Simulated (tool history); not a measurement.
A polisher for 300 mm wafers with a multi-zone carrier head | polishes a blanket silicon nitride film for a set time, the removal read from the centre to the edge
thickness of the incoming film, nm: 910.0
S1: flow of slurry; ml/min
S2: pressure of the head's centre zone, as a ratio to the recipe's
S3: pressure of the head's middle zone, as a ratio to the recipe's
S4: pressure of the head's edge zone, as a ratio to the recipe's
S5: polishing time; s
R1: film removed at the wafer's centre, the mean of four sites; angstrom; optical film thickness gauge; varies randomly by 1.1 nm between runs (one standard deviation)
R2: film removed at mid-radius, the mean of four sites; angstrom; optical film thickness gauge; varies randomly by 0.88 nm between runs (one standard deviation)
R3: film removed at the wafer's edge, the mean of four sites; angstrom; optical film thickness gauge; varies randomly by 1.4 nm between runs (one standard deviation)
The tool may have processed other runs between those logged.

Run 1, day 0.000: S1 155 ml/min, S2 1.00, S3 1.00, S4 1.00, S5 56 s. Result: R1 814.60 angstrom, R2 826.54 angstrom, R3 808.62 angstrom.
Run 2, day 0.117: S1 155 ml/min, S2 1.00, S3 1.00, S4 0.96, S5 56 s. Result: R1 810.39 angstrom, R2 808.86 angstrom, R3 799.74 angstrom.
Run 3, day 0.400: S1 155 ml/min, S2 1.00, S3 0.93, S4 0.96, S5 56 s. Result: R1 819.70 angstrom, R2 767.62 angstrom, R3 795.62 angstrom.
Run 4, day 0.425: S1 155 ml/min, S2 1.00, S3 0.93, S4 0.93, S5 56 s. Result: R1 819.92 angstrom, R2 760.41 angstrom, R3 796.28 angstrom.
At day 0.558: worn pad replaced by a new one.
Run 5, day 0.558: S1 155 ml/min, S2 1.08, S3 0.93, S4 0.93, S5 56 s. Result: R1 946.42 angstrom, R2 812.12 angstrom, R3 835.58 angstrom.
Run 6, day 0.912: S1 155 ml/min, S2 1.05, S3 0.93, S4 0.93, S5 56 s. Result: R1 915.74 angstrom, R2 818.98 angstrom, R3 841.27 angstrom.
Run 7, day 0.942: S1 150 ml/min, S2 1.05, S3 0.95, S4 0.96, S5 59 s. Result: R1 950.61 angstrom, R2 870.57 angstrom, R3 900.52 angstrom.

Predict the results of run 8:
Run 8, day 1.025: S1 145 ml/min, S2 1.06, S3 0.97, S4 0.98, S5 60 s. Result: R1 ?, R2 ?, R3 ?.

R1: 963.52 angstrom
R2: 891.52 angstrom
R3: 894.91 angstrom

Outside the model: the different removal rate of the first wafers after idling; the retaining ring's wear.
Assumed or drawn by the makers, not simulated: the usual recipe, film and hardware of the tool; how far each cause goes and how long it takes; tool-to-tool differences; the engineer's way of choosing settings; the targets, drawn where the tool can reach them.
